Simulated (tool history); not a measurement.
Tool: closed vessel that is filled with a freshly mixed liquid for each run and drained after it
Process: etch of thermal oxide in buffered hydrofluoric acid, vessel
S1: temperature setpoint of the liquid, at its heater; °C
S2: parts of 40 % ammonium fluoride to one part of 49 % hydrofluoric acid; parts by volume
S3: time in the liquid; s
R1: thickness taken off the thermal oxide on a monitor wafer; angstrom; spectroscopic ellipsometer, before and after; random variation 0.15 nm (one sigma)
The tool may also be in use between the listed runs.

run	hour	S1	S2	S3	R1
1	0.0	23.0	10.5	35	378.70
2	2.3	21.5	10.5	35	344.86
3	10.1	21.5	10.5	35	346.87
4	14.7	21.5	8.5	35	409.57
5	21.0	19.5	8.5	35	367.72
6	21.9	22.0	8.5	35	422.44
7	24.2	20.5	9.0	35	365.74

Forecast run 8:
8	31.1	19.5	9.0	35	?

R1: 346.02 angstrom
